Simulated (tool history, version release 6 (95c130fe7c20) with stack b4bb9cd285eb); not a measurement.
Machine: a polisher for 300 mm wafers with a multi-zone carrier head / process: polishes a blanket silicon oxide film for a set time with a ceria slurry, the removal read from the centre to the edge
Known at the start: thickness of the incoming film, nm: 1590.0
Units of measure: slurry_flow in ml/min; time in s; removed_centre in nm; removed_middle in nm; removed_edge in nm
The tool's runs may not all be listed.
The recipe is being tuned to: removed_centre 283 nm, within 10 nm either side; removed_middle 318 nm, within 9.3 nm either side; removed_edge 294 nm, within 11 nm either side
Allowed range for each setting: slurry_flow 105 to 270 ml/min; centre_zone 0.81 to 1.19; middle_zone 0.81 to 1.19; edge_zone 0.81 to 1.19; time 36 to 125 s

run	hour	slurry_flow	centre_zone	middle_zone	edge_zone	time	removed_centre	removed_middle	removed_edge
1	0	175	1	1	1	80	448.72	430.24	448.83
2	8.9	175	1	1	1	100	561.96	524.01	548.94
3	13.5	175	0.92	1	1	100	520.02	526.64	554.58
4	15.4	170	0.92	1.01	0.97	92	468.69	479.46	492.34
5	19.5	170	0.92	1.07	0.97	92	476.39	511.58	502.08
6	24	170	0.91	1.07	0.95	86	436.21	481.34	458.83
7	28.9	170	0.9	1.06	0.93	81	407.23	445.62	431.03
8	30.6	170	0.9	1.06	0.91	77	385.42	427.01	403.58
9	33.6	170	0.9	1.05	0.9	74	372.23	402.79	388.28
10	35	170	0.9	1.05	0.89	71	353.29	387.23	371.13
11	38	170	0.9	1.05	0.88	69	347.28	374.72	355.41
12	46.1	170	0.89	1.05	0.87	67	329.99	367.45	340.88
13	53.9	145	0.87	1	0.81	58	273.11	297.84	282.79
14	61	150	0.87	1	0.81	58	272.26	296.13	280.98

Which one of the following 4 next-run settings gets every result inside its allowed miss? There is exactly one.
A	68.1	170	0.81	0.95	0.94	59	?	?	?
B	68.1	155	0.82	1.08	0.85	63	?	?	?
C	68.1	150	0.82	1.03	0.81	64	?	?	?
D	68.1	115	0.89	1.05	0.81	64	?	?	?

move	removed_centre	removed_middle	removed_edge
A	264.6	297.04	316.97
B	280.54	347.22	318.49
C	282.67	336.48	315.39
D	284.35	319.65	300.81
A: as far off as the last run
B: moves the result that the last run missed by most past its target, out the other side
C: moves the result that the last run missed by most past its target, out the other side
D: every result within its allowed miss
Move D is the one to make.
